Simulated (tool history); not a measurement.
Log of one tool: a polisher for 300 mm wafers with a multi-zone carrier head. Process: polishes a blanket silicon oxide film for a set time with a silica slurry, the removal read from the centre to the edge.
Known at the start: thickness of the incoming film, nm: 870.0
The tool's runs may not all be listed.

run  hour  flow of slurry (ml/min)  pressure of the head's centre zone  pressure of the head's middle zone  pressure of the head's edge zone  abrasive content of the slurry  polishing time (s)  film removed at the wafer's centre (angstrom)  film removed at mid-radius (angstrom)  film removed at the wafer's edge (angstrom)
  1     0                      130                                   1                                   1                                 1                               1                  68                                         1764.7                                 1635.5                                       1675.7
  2   8.4                      160                                   1                                   1                                 1                               1                  68                                           1857                                 1666.2                                       1761.8
  3  11.9                      160                                   1                                   1                              0.92                               1                  68                                         1854.9                                 1664.5                                         1645
  4    19                      160                                   1                                1.07                              0.92                               1                  68                                         1886.9                                 1763.1                                       1658.8
  5  25.3                      165                                0.99                                1.08                              0.97                             1.1                  68                                         1934.5                                   1901                                       1806.8
  6  34.2                      170                                0.99                                1.08                              1.01                            1.15                  68                                         1975.9                                 1978.2                                       1888.5
  7  35.5                      170                                0.99                                1.08                              1.01                            1.15                  68                                         2001.8                                 1932.1                                       1893.6
  8  38.9                      170                                0.98                                1.08                              1.04                             1.2                  68                                         2003.5                                 1993.9                                       1976.3
  9  41.9                      175                                0.98                                1.08                              1.07                            1.25                  68                                         2057.9                                   2070                                       2035.2
 10  48.4                      175                                0.97                                1.06                              1.09                             1.3                  69                                         2131.7                                 2031.8                                       2109.7
 11  53.9                      175                                0.96                                1.07                              1.11                            1.35                  70                                         2158.6                                 2168.3                                       2202.1
 12  61.1                      175                                0.95                                1.06                              1.13                             1.4                  70                                           2153                                 2152.7                                       2246.5
 13    66                      175                                0.94                                1.06                              1.14                             1.4                  70                                         2141.3                                 2130.1                                       2271.2

Run 14 comes next. What will it give?
 14  71.8                      175                                0.94                                1.06                              1.15                             1.4                  70                                              ?                                      ?                                            ?

{"run 14": {"film removed at the wafer's centre (angstrom)": 2127.3, "film removed at mid-radius (angstrom)": 2160.7, "film removed at the wafer's edge (angstrom)": 2222.3}}

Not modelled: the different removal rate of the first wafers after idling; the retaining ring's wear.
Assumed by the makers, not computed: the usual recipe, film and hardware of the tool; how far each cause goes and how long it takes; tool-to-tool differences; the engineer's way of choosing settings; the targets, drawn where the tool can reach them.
